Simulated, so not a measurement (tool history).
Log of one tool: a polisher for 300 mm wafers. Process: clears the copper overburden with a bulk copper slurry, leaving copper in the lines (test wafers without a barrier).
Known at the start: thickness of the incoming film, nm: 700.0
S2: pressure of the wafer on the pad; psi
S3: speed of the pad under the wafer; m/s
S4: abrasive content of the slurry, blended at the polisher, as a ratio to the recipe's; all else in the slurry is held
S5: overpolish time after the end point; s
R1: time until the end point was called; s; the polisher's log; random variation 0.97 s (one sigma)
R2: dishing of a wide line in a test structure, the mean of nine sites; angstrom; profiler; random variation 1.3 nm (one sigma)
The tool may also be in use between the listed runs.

Run 1, day 0.000: flow of slurry (ml/min) 190, S2 2.2 psi, S3 1.20 m/s, S4 1.0, S5 19 s. Result: R1 67.925 s, R2 984.12 angstrom.
Run 2, day 0.292: flow of slurry (ml/min) 190, S2 2.2 psi, S3 1.20 m/s, S4 1.0, S5 24 s. Result: R1 68.152 s, R2 1072.70 angstrom.
Run 3, day 0.338: flow of slurry (ml/min) 190, S2 2.0 psi, S3 1.20 m/s, S4 1.0, S5 23 s. Result: R1 74.452 s, R2 997.66 angstrom.
Run 4, day 0.371: flow of slurry (ml/min) 190, S2 1.9 psi, S3 1.20 m/s, S4 1.0, S5 22 s. Result: R1 77.467 s, R2 944.80 angstrom.
Run 5, day 0.483: flow of slurry (ml/min) 215, S2 1.9 psi, S3 1.20 m/s, S4 1.0, S5 22 s. Result: R1 77.064 s, R2 925.78 angstrom.
Run 6, day 0.808: flow of slurry (ml/min) 215, S2 1.8 psi, S3 1.20 m/s, S4 1.0, S5 22 s. Result: R1 80.865 s, R2 880.15 angstrom.
Run 7, day 0.954: flow of slurry (ml/min) 215, S2 1.7 psi, S3 1.20 m/s, S4 1.0, S5 22 s. Result: R1 86.058 s, R2 875.74 angstrom.
Run 8, day 1.100: flow of slurry (ml/min) 215, S2 1.6 psi, S3 1.20 m/s, S4 1.0, S5 21 s. Result: R1 90.652 s, R2 809.06 angstrom.
Run 9, day 1.208: flow of slurry (ml/min) 195, S2 1.2 psi, S3 1.20 m/s, S4 1.0, S5 20 s. Result: R1 116.550 s, R2 641.23 angstrom.
Run 10, day 1.479: flow of slurry (ml/min) 200, S2 1.2 psi, S3 1.20 m/s, S4 1.0, S5 20 s. Result: R1 115.370 s, R2 622.10 angstrom.

Forecast run 11:
Run 11, day 1.692: flow of slurry (ml/min) 200, S2 1.2 psi, S3 1.20 m/s, S4 1.0, S5 20 s. Result: R1 ?, R2 ?.

Run 11 gave R1 114.450 s, R2 649.15 angstrom.
